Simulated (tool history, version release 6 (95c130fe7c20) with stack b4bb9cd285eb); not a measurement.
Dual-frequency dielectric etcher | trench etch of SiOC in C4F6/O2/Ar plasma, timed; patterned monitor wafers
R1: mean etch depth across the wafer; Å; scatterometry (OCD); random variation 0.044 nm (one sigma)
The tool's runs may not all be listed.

Run 1, hour 0.0: source power (W) 320, bias power (W) 151, etch time (s) 16.5. Result: R1 290.76 Å.
Run 2, hour 2.1: source power (W) 280, bias power (W) 132, etch time (s) 16.0. Result: R1 249.59 Å.
Run 3, hour 4.9: source power (W) 260, bias power (W) 120, etch time (s) 16.0. Result: R1 229.91 Å.
Run 4, hour 11.9: source power (W) 280, bias power (W) 120, etch time (s) 16.0. Result: R1 236.15 Å.
Run 5, hour 13.4: source power (W) 280, bias power (W) 100, etch time (s) 16.0. Result: R1 213.29 Å.
Run 6, hour 20.5: source power (W) 300, bias power (W) 100, etch time (s) 16.0. Result: R1 219.97 Å.
Run 7, hour 25.8: source power (W) 280, bias power (W) 97, etch time (s) 16.0. Result: R1 210.02 Å.
Run 8, hour 26.9: source power (W) 260, bias power (W) 95, etch time (s) 16.0. Result: R1 201.42 Å.

Run 9 comes next. What will it give?
Run 9, hour 33.8: source power (W) 250, bias power (W) 94, etch time (s) 16.0. Result: R1 ?.

R1: 196.29 Å
